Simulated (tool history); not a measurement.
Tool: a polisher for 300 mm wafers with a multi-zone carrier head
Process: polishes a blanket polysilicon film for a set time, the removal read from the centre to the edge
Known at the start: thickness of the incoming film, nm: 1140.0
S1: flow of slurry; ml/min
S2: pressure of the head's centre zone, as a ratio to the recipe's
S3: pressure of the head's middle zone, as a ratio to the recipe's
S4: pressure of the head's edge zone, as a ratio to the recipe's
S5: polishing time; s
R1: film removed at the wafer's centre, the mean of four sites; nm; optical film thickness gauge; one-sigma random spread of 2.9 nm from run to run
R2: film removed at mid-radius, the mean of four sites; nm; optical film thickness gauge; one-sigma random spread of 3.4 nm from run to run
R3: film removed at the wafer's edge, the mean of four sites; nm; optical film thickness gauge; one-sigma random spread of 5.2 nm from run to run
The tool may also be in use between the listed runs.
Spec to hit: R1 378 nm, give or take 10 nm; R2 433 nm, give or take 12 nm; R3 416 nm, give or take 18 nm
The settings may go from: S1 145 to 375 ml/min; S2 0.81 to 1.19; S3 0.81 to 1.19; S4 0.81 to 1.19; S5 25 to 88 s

run 1 day=0 | S1=240 S2=1 S3=1 S4=1 S5=56 | R1=303.13 R2=339.61 R3=332.51
run 2 day=0.354 | S1=240 S2=1 S3=1 S4=1 S5=50 | R1=271.85 R2=301.4 R3=300.24
run 3 day=0.717 | S1=240 S2=0.95 S3=1 S4=1 S5=50 | R1=261.16 R2=300.45 R3=302.11
run 4 day=0.896 | S1=240 S2=0.89 S3=1 S4=1 S5=50 | R1=246.6 R2=301.69 R3=299.49
run 5 day=1.096 | S1=240 S2=0.89 S3=1 S4=1.04 S5=50 | R1=245.36 R2=304.42 R3=309.06
run 6 day=1.2 | S1=195 S2=0.89 S3=1 S4=1.04 S5=50 | R1=235.44 R2=291.1 R3=300.52
run 7 day=1.412 | S1=215 S2=0.93 S3=1.02 S4=1.07 S5=52 | R1=261.86 R2=312.51 R3=319.91
run 8 day=1.504 | S1=235 S2=0.95 S3=1.04 S4=1.09 S5=54 | R1=276.88 R2=336.36 R3=340.36
run 9 day=1.754 | S1=250 S2=0.98 S3=1.06 S4=1.11 S5=55 | R1=298.59 R2=352.48 R3=346.59
run 10 day=1.779 | S1=255 S2=0.99 S3=1.07 S4=1.12 S5=57 | R1=313.27 R2=366.78 R3=365.59
run 11 day=1.958 | S1=265 S2=1 S3=1.08 S4=1.13 S5=58 | R1=320.69 R2=379.88 R3=377.37
run 12 day=2.096 | S1=275 S2=1.02 S3=1.09 S4=1.14 S5=58 | R1=330.65 R2=379.79 R3=382.93
-- day=2.446 centre zone pressure recalibrated
run 13 day=2.446 | S1=285 S2=1.03 S3=1.11 S4=1.15 S5=58 | R1=367.71 R2=387.59 R3=383.16

4 next moves are on the table. One of them brings every result within its allowed miss. Which?
run A day=2.796 | S1=215 S2=1.06 S3=0.96 S4=1.19 S5=64 | R1=? R2=? R3=?
run B day=2.796 | S1=325 S2=1.13 S3=1.14 S4=1.12 S5=53 | R1=? R2=? R3=?
run C day=2.796 | S1=290 S2=0.92 S3=1.04 S4=0.99 S5=68 | R1=? R2=? R3=?
run D day=2.796 | S1=375 S2=1.19 S3=1.03 S4=1.19 S5=52 | R1=? R2=? R3=?

move=A R1=395.67 R2=373.06 R3=415.4
move=B R1=369.83 R2=375.72 R3=345.44
move=C R1=380.59 R2=441.14 R3=413.81
move=D R1=387.25 R2=342.12 R3=353.65
A: lands further from the targets than the last run did
B: lands further from the targets than the last run did
C: every result within its allowed miss
D: lands further from the targets than the last run did
Correct choice: C, which meets every target
